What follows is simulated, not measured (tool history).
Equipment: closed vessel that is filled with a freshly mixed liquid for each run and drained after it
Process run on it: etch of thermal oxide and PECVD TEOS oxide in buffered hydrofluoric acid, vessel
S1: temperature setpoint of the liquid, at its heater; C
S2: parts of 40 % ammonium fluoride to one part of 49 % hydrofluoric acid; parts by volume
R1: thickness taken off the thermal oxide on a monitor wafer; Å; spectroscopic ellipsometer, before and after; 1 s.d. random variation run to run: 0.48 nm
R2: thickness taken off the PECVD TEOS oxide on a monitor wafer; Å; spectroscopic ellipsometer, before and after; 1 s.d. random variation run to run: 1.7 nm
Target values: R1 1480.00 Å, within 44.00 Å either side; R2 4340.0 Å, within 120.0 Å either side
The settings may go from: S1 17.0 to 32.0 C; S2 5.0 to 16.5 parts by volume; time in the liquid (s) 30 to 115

run 1 day=0.000 | S1=24.0 S2=10.0 time_in_the_liquid_(s)=60 | R1=712.33 R2=2077.7
run 2 day=0.138 | S1=24.0 S2=12.0 time_in_the_liquid_(s)=60 | R1=594.76 R2=1743.0
run 3 day=0.433 | S1=26.5 S2=10.5 time_in_the_liquid_(s)=60 | R1=773.76 R2=2265.1
run 4 day=0.758 | S1=28.0 S2=9.5 time_in_the_liquid_(s)=60 | R1=907.46 R2=2640.4
run 5 day=0.979 | S1=29.0 S2=8.5 time_in_the_liquid_(s)=60 | R1=1049.90 R2=3094.8
run 6 day=1.112 | S1=29.0 S2=8.5 time_in_the_liquid_(s)=50 | R1=882.78 R2=2582.9
run 7 day=1.400 | S1=30.0 S2=7.5 time_in_the_liquid_(s)=50 | R1=1060.20 R2=3089.6
run 8 day=1.583 | S1=30.5 S2=7.0 time_in_the_liquid_(s)=50 | R1=1163.20 R2=3414.5
run 9 day=1.788 | S1=31.0 S2=6.5 time_in_the_liquid_(s)=50 | R1=1290.30 R2=3741.3
run 10 day=2.071 | S1=31.5 S2=6.5 time_in_the_liquid_(s)=50 | R1=1304.90 R2=3831.4
run 11 day=2.262 | S1=31.5 S2=6.0 time_in_the_liquid_(s)=50 | R1=1404.70 R2=4154.9

4 next moves are on the table. One of them brings every result within its allowed miss. Which?
run A day=2.454 | S1=30.5 S2=6.5 time_in_the_liquid_(s)=65 | R1=? R2=?
run B day=2.454 | S1=29.5 S2=5.0 time_in_the_liquid_(s)=50 | R1=? R2=?
run C day=2.454 | S1=31.5 S2=8.0 time_in_the_liquid_(s)=75 | R1=? R2=?
run D day=2.454 | S1=30.5 S2=5.5 time_in_the_liquid_(s)=55 | R1=? R2=?

move=A R1=1625.10 R2=4743.1
move=B R1=1482.80 R2=4327.7
move=C R1=1604.00 R2=4681.3
move=D R1=1586.00 R2=4628.8
A: pushes the last run's worst result past its target
B: every result lands within tolerance
C: pushes the last run's worst result past its target
D: pushes the last run's worst result past its target
Move B is the one to make.
